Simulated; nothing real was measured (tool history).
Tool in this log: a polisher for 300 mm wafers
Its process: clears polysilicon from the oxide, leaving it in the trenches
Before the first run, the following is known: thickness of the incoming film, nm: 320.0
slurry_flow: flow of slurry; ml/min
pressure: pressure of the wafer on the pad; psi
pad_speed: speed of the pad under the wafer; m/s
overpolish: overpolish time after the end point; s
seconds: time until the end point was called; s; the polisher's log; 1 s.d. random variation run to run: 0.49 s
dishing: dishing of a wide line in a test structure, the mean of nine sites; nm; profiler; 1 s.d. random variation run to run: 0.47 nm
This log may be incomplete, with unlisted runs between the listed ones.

{"run": 1, "day": 0.0, "slurry_flow": 150, "pressure": 3.1, "pad_speed": 1.18, "overpolish": 11, "seconds": 18.833, "dishing": 43.379}
{"run": 2, "day": 0.225, "slurry_flow": 150, "pressure": 3.1, "pad_speed": 1.38, "overpolish": 11, "seconds": 16.2, "dishing": 43.474}
{"run": 3, "day": 0.45, "slurry_flow": 150, "pressure": 3.6, "pad_speed": 1.38, "overpolish": 11, "seconds": 14.161, "dishing": 43.397}
{"run": 4, "day": 0.642, "slurry_flow": 175, "pressure": 3.6, "pad_speed": 1.38, "overpolish": 11, "seconds": 13.991, "dishing": 43.603}
{"run": 5, "day": 1.0, "slurry_flow": 150, "pressure": 3.6, "pad_speed": 1.38, "overpolish": 11, "seconds": 14.181, "dishing": 43.378}
{"run": 6, "day": 1.083, "slurry_flow": 140, "pressure": 3.2, "pad_speed": 1.22, "overpolish": 10, "seconds": 17.945, "dishing": 42.773}
{"run": 7, "day": 1.142, "slurry_flow": 140, "pressure": 3.2, "pad_speed": 1.22, "overpolish": 10, "seconds": 18.015, "dishing": 43.341}
{"run": 8, "day": 1.508, "slurry_flow": 130, "pressure": 2.9, "pad_speed": 1.1, "overpolish": 9, "seconds": 21.897, "dishing": 42.031}
{"run": 9, "day": 1.838, "slurry_flow": 125, "pressure": 2.6, "pad_speed": 1, "overpolish": 8, "seconds": 26.545, "dishing": 40.136}
{"run": 10, "day": 1.892, "slurry_flow": 125, "pressure": 2.4, "pad_speed": 0.92, "overpolish": 7, "seconds": 31.402, "dishing": 36.535}

Estimate the outcome of run 11 from the log above:
{"run": 11, "day": 2.217, "slurry_flow": 120, "pressure": 2.2, "pad_speed": 0.86, "overpolish": 8, "seconds": "?", "dishing": "?"}

seconds: 35.941 s
dishing: 35.409 nm
